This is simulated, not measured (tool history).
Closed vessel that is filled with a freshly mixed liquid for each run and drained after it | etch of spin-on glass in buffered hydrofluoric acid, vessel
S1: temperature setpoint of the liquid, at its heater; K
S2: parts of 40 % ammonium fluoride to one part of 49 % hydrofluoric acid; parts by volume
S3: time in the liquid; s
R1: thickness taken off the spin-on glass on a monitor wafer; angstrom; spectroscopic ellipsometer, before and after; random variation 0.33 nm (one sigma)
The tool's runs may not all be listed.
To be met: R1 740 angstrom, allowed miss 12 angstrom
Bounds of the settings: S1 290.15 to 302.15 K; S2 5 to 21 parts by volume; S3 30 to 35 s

run	day	S1	S2	S3	R1
1	0	294.15	13	35	831.44
2	0.371	293.65	13	35	812.55
3	0.429	296.15	13	35	930.46
4	0.658	296.15	13	35	936.3
5	0.808	294.65	13	35	852.9
6	0.838	293.65	13	35	808.71
7	1.129	293.15	13	35	790.71
8	1.258	292.65	13	35	765.51

Which of these 4 next moves meets every target?
A	1.388	293.15	12.5	30	?
B	1.388	290.15	10	30	?
C	1.388	290.65	11	35	?
D	1.388	294.65	14	35	?

move	R1
A	703.43
B	738.15
C	807.47
D	798.42
A: takes the result that was furthest off past its target
B: meets every target
C: further off than the last run
D: further off than the last run
Answer: B

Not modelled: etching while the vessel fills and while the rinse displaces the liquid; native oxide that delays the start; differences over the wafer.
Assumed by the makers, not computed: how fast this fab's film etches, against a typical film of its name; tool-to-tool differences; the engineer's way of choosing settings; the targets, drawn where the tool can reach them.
